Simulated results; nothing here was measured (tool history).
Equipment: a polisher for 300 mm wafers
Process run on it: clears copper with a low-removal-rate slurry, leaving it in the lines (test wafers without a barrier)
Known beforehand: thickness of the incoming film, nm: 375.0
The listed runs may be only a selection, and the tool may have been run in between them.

run	hour	flow of slurry (ml/min)	pressure of the wafer on the pad (kPa)	speed of the pad under the wafer (m/s)	abrasive content of the slurry	overpolish time after the end point (s)	time until the end point was called (s)	dishing of a wide line in a test structure (angstrom)
1	0	145	20.7	0.88	1	18	162.76	299.69
2	1.7	145	19.3	0.88	1	19	173.59	305.92
3	3	125	19.3	0.88	1	19	184.27	295.61
4	3.7	125	21.4	0.88	1	19	159.85	317.67
5	5.4	125	20	0.88	1	19	173.46	309.55
6	13.6	125	18.6	0.88	1	19	186.91	288.66
7	15.8	125	17.2	0.88	1	19	194.72	273.91
8	21.3	125	17.2	0.88	1	19	199.05	261.4
9	29.8	125	16.5	0.88	1	20	205.81	274.82
10	33.6	125	15.9	0.88	1	21	211.1	267.62
11	35.1	125	15.2	0.88	1	22	218.85	267.93
12	41.1	125	14.5	0.88	1	23	232.6	274.58
13	43.2	125	13.8	0.88	1	23	238.42	258.47

Run 14 has not been measured yet. What should we expect?
14	47.2	125	13.1	0.88	1	24	?	?

time until the end point was called (s): 247.15
dishing of a wide line in a test structure (angstrom): 257.22
